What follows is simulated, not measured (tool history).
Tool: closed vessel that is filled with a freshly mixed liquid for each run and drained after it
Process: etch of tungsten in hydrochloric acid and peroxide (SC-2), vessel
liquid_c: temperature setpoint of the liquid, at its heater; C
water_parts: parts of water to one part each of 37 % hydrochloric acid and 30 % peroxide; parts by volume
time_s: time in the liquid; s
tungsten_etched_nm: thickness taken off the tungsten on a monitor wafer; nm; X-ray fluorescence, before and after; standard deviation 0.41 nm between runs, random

Run 1, hour 0: liquid_c 64 C, water_parts 7 parts by volume, time_s 100 s. Result: tungsten_etched_nm 88.279 nm.
Run 2, hour 7.8: liquid_c 64 C, water_parts 5.5 parts by volume, time_s 100 s. Result: tungsten_etched_nm 105.63 nm.
Run 3, hour 15.8: liquid_c 67.5 C, water_parts 5.5 parts by volume, time_s 100 s. Result: tungsten_etched_nm 129.93 nm.
Run 4, hour 24.4: liquid_c 65.5 C, water_parts 5.5 parts by volume, time_s 100 s. Result: tungsten_etched_nm 116.31 nm.
Run 5, hour 33.2: liquid_c 72 C, water_parts 5.5 parts by volume, time_s 100 s. Result: tungsten_etched_nm 170.82 nm.
Run 6, hour 38.9: liquid_c 72 C, water_parts 4 parts by volume, time_s 100 s. Result: tungsten_etched_nm 213.83 nm.
Run 7, hour 39.5: liquid_c 68 C, water_parts 4 parts by volume, time_s 100 s. Result: tungsten_etched_nm 169.07 nm.
Run 8, hour 45.4: liquid_c 65 C, water_parts 4 parts by volume, time_s 100 s. Result: tungsten_etched_nm 140.13 nm.
Run 9, hour 47.6: liquid_c 62.5 C, water_parts 4 parts by volume, time_s 100 s. Result: tungsten_etched_nm 120.23 nm.
Run 10, hour 55.8: liquid_c 60.5 C, water_parts 4 parts by volume, time_s 100 s. Result: tungsten_etched_nm 106.4 nm.
Run 11, hour 59.6: liquid_c 59 C, water_parts 4 parts by volume, time_s 100 s. Result: tungsten_etched_nm 96.223 nm.
Run 12, hour 61.2: liquid_c 58 C, water_parts 4 parts by volume, time_s 100 s. Result: tungsten_etched_nm 89.777 nm.
Run 13, hour 62.9: liquid_c 57.5 C, water_parts 4 parts by volume, time_s 100 s. Result: tungsten_etched_nm 87.281 nm.
Run 14, hour 65.1: liquid_c 57 C, water_parts 4 parts by volume, time_s 100 s. Result: tungsten_etched_nm 85.055 nm.
Run 15, hour 72.9: liquid_c 56.5 C, water_parts 4 parts by volume, time_s 100 s. Result: tungsten_etched_nm 82.518 nm.
Run 16, hour 78.5: liquid_c 56 C, water_parts 4 parts by volume, time_s 100 s. Result: tungsten_etched_nm 79.749 nm.

What will run 17 give?
Run 17, hour 81.6: liquid_c 55.5 C, water_parts 4 parts by volume, time_s 100 s. Result: tungsten_etched_nm ?.

For run 17 the tool returned tungsten_etched_nm 77.408 nm.
